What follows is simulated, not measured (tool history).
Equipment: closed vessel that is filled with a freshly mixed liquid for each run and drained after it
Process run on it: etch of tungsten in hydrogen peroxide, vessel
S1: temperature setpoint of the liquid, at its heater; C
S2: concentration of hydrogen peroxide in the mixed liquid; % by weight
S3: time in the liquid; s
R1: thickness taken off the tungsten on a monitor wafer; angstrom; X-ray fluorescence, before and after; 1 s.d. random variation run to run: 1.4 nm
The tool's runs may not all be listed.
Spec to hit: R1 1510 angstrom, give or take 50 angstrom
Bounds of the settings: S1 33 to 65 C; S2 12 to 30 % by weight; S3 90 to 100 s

run,hour,S1,S2,S3,R1
1,0,49,22,90,743.66
2,1.8,49,22,90,732.76
3,6.3,50.5,22,90,803.12
4,14.2,52,22,90,883.88
5,18.9,58,22,90,1272.5
6,26.3,58.5,22,90,1279.6
7,30.4,59,22,90,1329.6
8,38.5,59.5,22,90,1374.1

Pick the move, out of 4, that brings all results within their allowed miss; only one does.
A,46.6,58.5,21,100,?
B,46.6,61.5,22,95,?
C,46.6,58,23.5,95,?
D,46.6,60,20.5,100,?

move,R1
A,1407.8
B,1626.7
C,1374.3
D,1516.9
A: gains on the last run, yet a result remains outside its allowed miss
B: pushes the last run's worst result past its target
C: no nearer and no further than the last run
D: in spec on every target
The move that meets every target is D.
